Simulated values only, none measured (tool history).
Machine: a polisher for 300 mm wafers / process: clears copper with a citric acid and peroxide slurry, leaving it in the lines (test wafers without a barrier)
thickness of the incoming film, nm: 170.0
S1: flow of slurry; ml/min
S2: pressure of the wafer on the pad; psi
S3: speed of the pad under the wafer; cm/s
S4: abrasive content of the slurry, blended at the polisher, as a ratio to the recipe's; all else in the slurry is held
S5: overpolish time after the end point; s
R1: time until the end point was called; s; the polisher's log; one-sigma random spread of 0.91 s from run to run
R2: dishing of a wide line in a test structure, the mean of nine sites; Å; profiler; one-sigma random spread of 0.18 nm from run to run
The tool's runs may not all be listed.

run,hour,S1,S2,S3,S4,S5,R1,R2
1,0.0,270,2.0,98,1.00,22,103.740,255.86
2,5.0,270,1.9,104,1.00,17,104.330,204.94
3,10.9,265,1.8,112,0.95,14,103.650,173.20
4,15.5,335,1.8,112,0.95,14,100.770,172.38
5,17.1,360,1.7,124,0.80,12,100.220,148.98
6,23.3,380,1.7,132,0.70,10,99.412,130.00

Run 7, settings as shown, results not yet in. Your forecast:
7,27.3,390,1.7,138,0.65,9,?,?

{"run 7": {"R1": 97.695, "R2": 122.67}}
